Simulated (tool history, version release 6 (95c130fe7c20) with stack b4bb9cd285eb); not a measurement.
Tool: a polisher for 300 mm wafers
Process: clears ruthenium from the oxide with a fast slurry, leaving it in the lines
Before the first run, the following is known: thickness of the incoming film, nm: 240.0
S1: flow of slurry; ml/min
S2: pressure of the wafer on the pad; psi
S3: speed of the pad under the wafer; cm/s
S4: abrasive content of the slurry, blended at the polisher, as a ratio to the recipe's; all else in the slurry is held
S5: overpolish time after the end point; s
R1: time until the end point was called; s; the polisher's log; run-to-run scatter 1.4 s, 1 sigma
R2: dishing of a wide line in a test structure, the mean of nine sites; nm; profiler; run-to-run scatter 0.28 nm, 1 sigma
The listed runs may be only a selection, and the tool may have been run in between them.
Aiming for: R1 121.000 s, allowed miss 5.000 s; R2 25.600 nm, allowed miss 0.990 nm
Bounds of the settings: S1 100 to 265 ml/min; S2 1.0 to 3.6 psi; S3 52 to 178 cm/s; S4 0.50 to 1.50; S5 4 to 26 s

| run | day | S1 | S2 | S3 | S4 | S5 | R1 | R2 |
|---|---|---|---|---|---|---|---|---|
| 1 | 0.000 | 170 | 2.3 | 114 | 1.00 | 13 | 53.958 | 49.676 |
| 2 | 0.362 | 165 | 2.0 | 108 | 1.00 | 13 | 64.838 | 42.129 |
| 3 | 0.688 | 165 | 2.0 | 108 | 1.00 | 9 | 65.198 | 30.498 |
| 4 | 0.779 | 165 | 2.3 | 108 | 1.00 | 9 | 56.996 | 34.223 |
| 5 | 1.117 | 125 | 2.3 | 108 | 1.00 | 9 | 59.276 | 33.153 |
| 6 | 1.425 | 125 | 2.3 | 108 | 1.00 | 14 | 59.409 | 50.438 |
| 7 | 1.767 | 125 | 2.0 | 104 | 1.00 | 14 | 70.118 | 42.970 |
| 8 | 2.042 | 125 | 1.8 | 100 | 1.00 | 14 | 80.767 | 38.088 |
| 9 | 2.258 | 125 | 1.6 | 98 | 1.00 | 14 | 92.273 | 32.944 |
| 10 | 2.575 | 120 | 1.5 | 98 | 1.00 | 14 | 96.351 | 30.547 |
| 11 | 2.929 | 115 | 1.4 | 98 | 1.00 | 14 | 107.770 | 28.526 |

Next run, 4 choices. One meets every target within its allowed miss, the rest don't. Which?
| A | 3.283 | 125 | 1.3 | 90 | 0.95 | 14 | ? | ? |
| B | 3.283 | 100 | 1.3 | 84 | 1.00 | 14 | ? | ? |
| C | 3.283 | 100 | 1.4 | 72 | 1.10 | 14 | ? | ? |
| D | 3.283 | 125 | 1.3 | 100 | 0.90 | 13 | ? | ? |

| move | R1 | R2 |
|---|---|---|
| A | 121.640 | 25.912 |
| B | 132.040 | 23.984 |
| C | 137.410 | 23.095 |
| D | 112.240 | 26.067 |
A: all results land within tolerance of their targets
B: moves the result that the last run missed by most past its target, out the other side
C: moves the result that the last run missed by most past its target, out the other side
D: gets the furthest-off result to its target, but another result is out of tolerance
The move that meets every target is A.
